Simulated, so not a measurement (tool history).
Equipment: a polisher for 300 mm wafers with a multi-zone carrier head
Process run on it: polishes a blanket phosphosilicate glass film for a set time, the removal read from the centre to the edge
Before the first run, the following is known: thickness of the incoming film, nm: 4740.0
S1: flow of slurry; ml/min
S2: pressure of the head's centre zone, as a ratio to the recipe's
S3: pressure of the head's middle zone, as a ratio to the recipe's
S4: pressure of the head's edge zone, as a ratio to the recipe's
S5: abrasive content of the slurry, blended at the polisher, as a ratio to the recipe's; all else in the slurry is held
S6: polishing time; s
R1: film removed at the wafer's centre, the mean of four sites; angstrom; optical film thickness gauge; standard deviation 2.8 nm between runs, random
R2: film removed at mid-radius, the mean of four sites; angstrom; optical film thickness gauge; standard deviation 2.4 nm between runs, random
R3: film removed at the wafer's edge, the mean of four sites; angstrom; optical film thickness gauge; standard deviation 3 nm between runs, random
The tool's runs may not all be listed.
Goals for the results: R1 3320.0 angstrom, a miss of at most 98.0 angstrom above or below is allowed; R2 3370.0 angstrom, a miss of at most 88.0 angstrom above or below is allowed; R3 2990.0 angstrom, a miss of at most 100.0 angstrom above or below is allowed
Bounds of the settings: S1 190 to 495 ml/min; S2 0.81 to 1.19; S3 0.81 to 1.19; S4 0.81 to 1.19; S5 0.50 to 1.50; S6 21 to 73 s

| run | day | S1 | S2 | S3 | S4 | S5 | S6 | R1 | R2 | R3 |
|---|---|---|---|---|---|---|---|---|---|---|
| 1 | 0.000 | 320 | 1.00 | 1.00 | 1.00 | 1.00 | 47 | 4124.0 | 4328.0 | 4120.2 |
| 2 | 0.342 | 325 | 1.00 | 1.00 | 0.96 | 0.90 | 47 | 3863.8 | 4108.8 | 3871.7 |
| 3 | 0.467 | 325 | 1.02 | 1.01 | 0.93 | 0.80 | 47 | 3711.1 | 3920.9 | 3565.2 |
| 4 | 0.771 | 325 | 1.02 | 1.01 | 0.93 | 0.90 | 47 | 3984.8 | 4098.6 | 3870.5 |
| 5 | 1.025 | 370 | 1.02 | 1.01 | 0.93 | 0.90 | 47 | 3970.5 | 4144.9 | 3844.2 |
| 6 | 1.296 | 370 | 1.03 | 1.01 | 0.91 | 0.80 | 47 | 3795.4 | 3930.2 | 3593.7 |
| 7 | 1.404 | 370 | 1.04 | 1.01 | 0.90 | 0.75 | 47 | 3688.0 | 3708.1 | 3343.8 |
| 8 | 1.521 | 370 | 1.03 | 1.01 | 0.89 | 0.70 | 47 | 3472.5 | 3613.3 | 3242.6 |
| 9 | 1.671 | 370 | 1.03 | 1.01 | 0.88 | 0.70 | 47 | 3541.2 | 3602.0 | 3257.6 |
| 10 | 1.925 | 370 | 1.03 | 1.01 | 0.87 | 0.70 | 47 | 3547.9 | 3591.7 | 3245.4 |
| 11 | 1.946 | 370 | 1.03 | 1.01 | 0.87 | 0.70 | 47 | 3455.3 | 3597.1 | 3166.7 |
| 12 | 2.250 | 370 | 1.03 | 1.00 | 0.86 | 0.70 | 47 | 3465.5 | 3574.4 | 3231.9 |
| 13 | 2.292 | 370 | 1.03 | 1.00 | 0.85 | 0.70 | 47 | 3485.3 | 3531.8 | 3207.5 |
| 14 | 2.383 | 370 | 1.03 | 1.00 | 0.84 | 0.70 | 47 | 3546.0 | 3596.3 | 3156.4 |
| 15 | 2.546 | 370 | 1.02 | 0.99 | 0.83 | 0.70 | 47 | 3463.1 | 3550.3 | 3168.2 |

Consider the 4 candidate settings below. Which is the only one whose results all fall within their allowed miss of target?
| A | 2.708 | 275 | 1.04 | 1.12 | 0.81 | 0.50 | 60 | ? | ? | ? |
| B | 2.708 | 385 | 1.02 | 0.98 | 0.81 | 0.70 | 45 | ? | ? | ? |
| C | 2.708 | 345 | 0.98 | 0.98 | 0.91 | 0.80 | 42 | ? | ? | ? |
| D | 2.708 | 245 | 1.04 | 1.00 | 0.93 | 0.50 | 58 | ? | ? | ? |

| move | R1 | R2 | R3 |
|---|---|---|---|
| A | 3493.3 | 3889.3 | 3066.7 |
| B | 3368.0 | 3407.9 | 2997.7 |
| C | 3250.4 | 3427.1 | 3181.6 |
| D | 3336.2 | 3378.7 | 3135.8 |
A: further off than the last run
B: every result lands within tolerance
C: brings the last run's worst result on target, with another outside its allowed miss
D: brings the last run's worst result on target, with another outside its allowed miss
Correct choice: B, which meets every target
